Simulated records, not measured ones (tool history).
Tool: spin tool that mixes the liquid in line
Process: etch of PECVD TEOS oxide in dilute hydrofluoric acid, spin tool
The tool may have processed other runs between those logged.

run,hour,temperature setpoint of the liquid (°C),parts of water to one part of 49 % hydrofluoric acid (parts by volume),time under the liquid (s),thickness taken off the PECVD TEOS oxide on a monitor wafer (Å)
1,0,24,235,65,22.582
2,4.9,23.5,235,65,21.977
3,7.8,27,235,65,25.265
4,8.5,25.5,235,65,23.863
5,10.5,25,235,65,23.462
6,12.3,24.5,235,65,23.007

Expected results for the next run?
7,17.3,24,235,65,?

thickness taken off the PECVD TEOS oxide on a monitor wafer (Å): 22.757
